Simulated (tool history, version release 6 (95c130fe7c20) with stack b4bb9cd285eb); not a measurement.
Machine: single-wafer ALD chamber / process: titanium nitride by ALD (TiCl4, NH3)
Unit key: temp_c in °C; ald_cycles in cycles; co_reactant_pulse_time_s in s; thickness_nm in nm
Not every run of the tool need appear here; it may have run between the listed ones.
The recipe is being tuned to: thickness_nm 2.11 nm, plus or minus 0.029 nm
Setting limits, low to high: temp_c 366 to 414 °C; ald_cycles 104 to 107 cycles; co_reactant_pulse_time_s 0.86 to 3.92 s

run 1 hour=0 | temp_c=390 ald_cycles=104 co_reactant_pulse_time_s=2.39 | thickness_nm=2.2661
run 2 hour=5.8 | temp_c=390 ald_cycles=104 co_reactant_pulse_time_s=1.93 | thickness_nm=2.2439
run 3 hour=14.5 | temp_c=382 ald_cycles=104 co_reactant_pulse_time_s=1.57 | thickness_nm=2.1791
run 4 hour=20.3 | temp_c=382 ald_cycles=104 co_reactant_pulse_time_s=2.23 | thickness_nm=2.2273
run 5 hour=25 | temp_c=377 ald_cycles=104 co_reactant_pulse_time_s=1.9 | thickness_nm=2.1833
run 6 hour=30.9 | temp_c=387 ald_cycles=104 co_reactant_pulse_time_s=1.9 | thickness_nm=2.2095
run 7 hour=32.3 | temp_c=384 ald_cycles=104 co_reactant_pulse_time_s=1.59 | thickness_nm=2.192
run 8 hour=36.2 | temp_c=380 ald_cycles=104 co_reactant_pulse_time_s=1.37 | thickness_nm=2.1574

Below are 5 possible settings for the next run. Only one of them brings all results inside the allowed miss of their targets. Which is it?
run A hour=40.1 | temp_c=381 ald_cycles=105 co_reactant_pulse_time_s=1.42 | thickness_nm=?
run B hour=40.1 | temp_c=378 ald_cycles=105 co_reactant_pulse_time_s=1.1 | thickness_nm=?
run C hour=40.1 | temp_c=387 ald_cycles=104 co_reactant_pulse_time_s=1.45 | thickness_nm=?
run D hour=40.1 | temp_c=383 ald_cycles=104 co_reactant_pulse_time_s=1.41 | thickness_nm=?
run E hour=40.1 | temp_c=377 ald_cycles=107 co_reactant_pulse_time_s=1.41 | thickness_nm=?

move=A thickness_nm=2.175
move=B thickness_nm=2.1078
move=C thickness_nm=2.1809
move=D thickness_nm=2.1631
move=E thickness_nm=2.1919
A: further off than the last run
B: each result inside its tolerance
C: further off than the last run
D: further off than the last run
E: further off than the last run
So the answer is move B, the one that meets all the targets.

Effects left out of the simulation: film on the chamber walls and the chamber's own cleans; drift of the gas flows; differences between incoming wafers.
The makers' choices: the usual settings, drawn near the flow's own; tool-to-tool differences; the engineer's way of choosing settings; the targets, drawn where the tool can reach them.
